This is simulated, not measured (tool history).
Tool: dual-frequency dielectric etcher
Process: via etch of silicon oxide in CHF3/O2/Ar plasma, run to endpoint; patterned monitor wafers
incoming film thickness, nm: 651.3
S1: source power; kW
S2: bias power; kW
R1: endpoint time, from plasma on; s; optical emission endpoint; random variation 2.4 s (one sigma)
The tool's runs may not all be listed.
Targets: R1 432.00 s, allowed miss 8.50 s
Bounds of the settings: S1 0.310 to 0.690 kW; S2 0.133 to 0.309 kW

run  hour     S1     S2      R1
  1   0.0  0.500  0.221  351.13
  2   3.4  0.500  0.238  338.70
  3   9.4  0.500  0.224  348.55
  4  10.1  0.550  0.224  340.88
  5  11.1  0.550  0.244  329.71
  6  15.8  0.490  0.211  358.94
  7  24.0  0.450  0.192  386.36
  8  26.3  0.420  0.186  392.81
  9  34.1  0.390  0.178  408.81
 10  38.2  0.390  0.178  414.23
 11  45.4  0.380  0.177  414.16
 12  52.6  0.370  0.176  415.74
 13  54.2  0.320  0.170  440.52

5 next moves are on the table. One of them brings every result within its allowed miss. Which?
  A  55.8  0.330  0.147   ?
  B  55.8  0.320  0.165   ?
  C  55.8  0.320  0.158   ?
  D  55.8  0.310  0.162   ?
  E  55.8  0.330  0.174   ?

move      R1
   A  460.24
   B  443.49
   C  451.11
   D  450.43
   E  430.80
A: further off than the last run
B: further off than the last run
C: further off than the last run
D: further off than the last run
E: meets every target
Answer: E
